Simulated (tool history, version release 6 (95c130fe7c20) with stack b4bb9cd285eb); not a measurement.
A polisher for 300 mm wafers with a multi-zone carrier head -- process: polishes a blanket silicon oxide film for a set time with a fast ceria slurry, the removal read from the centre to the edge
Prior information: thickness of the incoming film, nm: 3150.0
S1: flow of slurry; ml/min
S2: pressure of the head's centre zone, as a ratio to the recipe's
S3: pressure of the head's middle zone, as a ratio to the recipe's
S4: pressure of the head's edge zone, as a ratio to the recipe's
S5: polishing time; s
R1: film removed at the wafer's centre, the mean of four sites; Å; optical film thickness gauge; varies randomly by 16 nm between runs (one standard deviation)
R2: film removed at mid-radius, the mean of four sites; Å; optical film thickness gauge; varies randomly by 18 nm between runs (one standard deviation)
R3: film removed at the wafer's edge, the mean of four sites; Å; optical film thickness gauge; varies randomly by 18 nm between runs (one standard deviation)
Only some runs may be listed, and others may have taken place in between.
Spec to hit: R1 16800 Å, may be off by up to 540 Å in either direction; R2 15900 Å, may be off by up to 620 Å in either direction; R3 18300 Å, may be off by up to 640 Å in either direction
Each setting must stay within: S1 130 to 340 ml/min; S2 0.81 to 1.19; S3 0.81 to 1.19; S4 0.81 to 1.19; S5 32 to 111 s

run,hour,S1,S2,S3,S4,S5,R1,R2,R3
1,0,220,1,1,1,71,11192,12011,10927
2,2.5,220,1,1,1,55,8800.1,8902.3,8604.7
3,7.6,180,1,1,1,55,8472,8734.1,8400.7
4,8.3,180,1.07,1,1,55,8989.7,8836.9,8234.3
5,16.5,180,1.14,1,1,55,9709.7,8654.7,8337.9
6,21.4,210,1.09,0.95,1.06,68,11829,10899,10825
7,22.9,230,1.05,0.91,1.1,76,12786,11973,12411
8,24.7,235,1.03,0.88,1.13,83,13621,13099,13571
9,29.8,250,1.02,0.86,1.15,88,14539,13464,15049
10,32.8,250,1.02,0.86,1.15,88,14429,13530,14866
11,36.4,265,1.01,0.85,1.16,92,15141,14104,15637
# hour 40.8: edge zone pressure recalibrated
12,40.8,260,1,0.84,1.17,95,15541,14634,17332

Consider the 4 candidate settings below. Which is the only one whose results all fall within their allowed miss of target?
A,45.2,305,1.06,0.86,1.13,100,?,?,?
B,45.2,300,1.01,0.87,1.14,100,?,?,?
C,45.2,290,1.04,0.81,1.18,98,?,?,?
D,45.2,270,1.03,0.81,1.19,106,?,?,?

move,R1,R2,R3
A,17462,15691,18032
B,16603,15765,18087
C,16688,14828,18002
D,17720,15913,19439
A: the result that was furthest off in the last run now lies on the other side of its target
B: in spec on every target
C: the furthest-off result lands on target, but another misses its tolerance
D: the result that was furthest off in the last run now lies on the other side of its target
Go with B: it meets all targets.
